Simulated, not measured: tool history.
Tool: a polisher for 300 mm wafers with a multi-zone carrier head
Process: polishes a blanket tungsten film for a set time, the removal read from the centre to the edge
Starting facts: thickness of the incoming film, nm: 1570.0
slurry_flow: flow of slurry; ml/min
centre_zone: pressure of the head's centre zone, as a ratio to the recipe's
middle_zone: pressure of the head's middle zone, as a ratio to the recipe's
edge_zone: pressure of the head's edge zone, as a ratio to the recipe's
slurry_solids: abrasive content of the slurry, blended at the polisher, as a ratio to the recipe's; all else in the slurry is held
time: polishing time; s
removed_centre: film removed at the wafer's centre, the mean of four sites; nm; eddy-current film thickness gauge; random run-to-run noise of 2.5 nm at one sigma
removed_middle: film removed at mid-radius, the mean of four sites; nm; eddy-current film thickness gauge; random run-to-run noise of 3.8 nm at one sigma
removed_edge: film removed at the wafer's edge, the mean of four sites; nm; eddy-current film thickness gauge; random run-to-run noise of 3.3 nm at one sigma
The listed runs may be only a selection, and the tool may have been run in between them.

{"run": 1, "hour": 0.0, "slurry_flow": 170, "centre_zone": 1, "middle_zone": 1, "edge_zone": 1, "slurry_solids": 1, "time": 57, "removed_centre": 533, "removed_middle": 529.62, "removed_edge": 542.6}
{"run": 2, "hour": 7.6, "slurry_flow": 150, "centre_zone": 1, "middle_zone": 1, "edge_zone": 1, "slurry_solids": 1, "time": 57, "removed_centre": 523.51, "removed_middle": 513.8, "removed_edge": 527.9}
{"run": 3, "hour": 12.9, "slurry_flow": 145, "centre_zone": 0.98, "middle_zone": 0.99, "edge_zone": 0.98, "slurry_solids": 0.95, "time": 57, "removed_centre": 506.8, "removed_middle": 503.09, "removed_edge": 517.88}
{"run": 4, "hour": 13.5, "slurry_flow": 145, "centre_zone": 0.98, "middle_zone": 0.99, "edge_zone": 0.98, "slurry_solids": 0.75, "time": 57, "removed_centre": 480.31, "removed_middle": 485.25, "removed_edge": 493.49}
{"run": 5, "hour": 20.1, "slurry_flow": 140, "centre_zone": 0.96, "middle_zone": 0.98, "edge_zone": 0.97, "slurry_solids": 0.7, "time": 57, "removed_centre": 457.14, "removed_middle": 461.61, "removed_edge": 476.48}
{"run": 6, "hour": 27.2, "slurry_flow": 140, "centre_zone": 0.96, "middle_zone": 0.98, "edge_zone": 0.97, "slurry_solids": 0.8, "time": 57, "removed_centre": 469.19, "removed_middle": 481.22, "removed_edge": 491.42}
{"run": 7, "hour": 27.7, "slurry_flow": 135, "centre_zone": 0.94, "middle_zone": 0.96, "edge_zone": 0.95, "slurry_solids": 0.75, "time": 57, "removed_centre": 457.26, "removed_middle": 460.59, "removed_edge": 486.41}
{"run": 8, "hour": 30.6, "slurry_flow": 130, "centre_zone": 0.93, "middle_zone": 0.96, "edge_zone": 0.94, "slurry_solids": 0.7, "time": 57, "removed_centre": 440.02, "removed_middle": 446.16, "removed_edge": 475.6}
{"run": 9, "hour": 38.3, "slurry_flow": 130, "centre_zone": 0.92, "middle_zone": 0.96, "edge_zone": 0.93, "slurry_solids": 0.65, "time": 57, "removed_centre": 432.29, "removed_middle": 442.17, "removed_edge": 455.78}
{"run": 10, "hour": 42.0, "slurry_flow": 125, "centre_zone": 0.9, "middle_zone": 0.95, "edge_zone": 0.92, "slurry_solids": 0.65, "time": 57, "removed_centre": 410.98, "removed_middle": 439.53, "removed_edge": 459.37}
{"run": 11, "hour": 43.0, "slurry_flow": 125, "centre_zone": 0.89, "middle_zone": 0.94, "edge_zone": 0.91, "slurry_solids": 0.65, "time": 57, "removed_centre": 411.99, "removed_middle": 429.4, "removed_edge": 453.47}
{"run": 12, "hour": 46.9, "slurry_flow": 105, "centre_zone": 0.81, "middle_zone": 0.92, "edge_zone": 0.85, "slurry_solids": 0.5, "time": 57, "removed_centre": 346.7, "removed_middle": 384.42, "removed_edge": 402.08}

Predict the results of run 13:
{"run": 13, "hour": 48.7, "slurry_flow": 110, "centre_zone": 0.81, "middle_zone": 0.92, "edge_zone": 0.85, "slurry_solids": 0.5, "time": 57, "removed_centre": "?", "removed_middle": "?", "removed_edge": "?"}

removed_centre: 356.02 nm
removed_middle: 388.88 nm
removed_edge: 408.6 nm
